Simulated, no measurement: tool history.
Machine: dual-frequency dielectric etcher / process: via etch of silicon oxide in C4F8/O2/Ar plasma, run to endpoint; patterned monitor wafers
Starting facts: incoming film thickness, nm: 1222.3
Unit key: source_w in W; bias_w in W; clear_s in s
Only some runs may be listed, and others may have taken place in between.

run	day	source_w	bias_w	clear_s
1	0.000	1440	2783	238.16
2	0.138	1440	2594	242.71
3	0.296	1560	2686	236.00
4	0.667	1660	2827	226.64
5	0.696	1660	2595	233.77
6	0.892	1660	2338	240.25
7	1.058	1760	2504	231.78

Run 8 is up next; what results do you expect?
8	1.342	1830	2625	?

{"run 8": {"clear_s": 225.32}}

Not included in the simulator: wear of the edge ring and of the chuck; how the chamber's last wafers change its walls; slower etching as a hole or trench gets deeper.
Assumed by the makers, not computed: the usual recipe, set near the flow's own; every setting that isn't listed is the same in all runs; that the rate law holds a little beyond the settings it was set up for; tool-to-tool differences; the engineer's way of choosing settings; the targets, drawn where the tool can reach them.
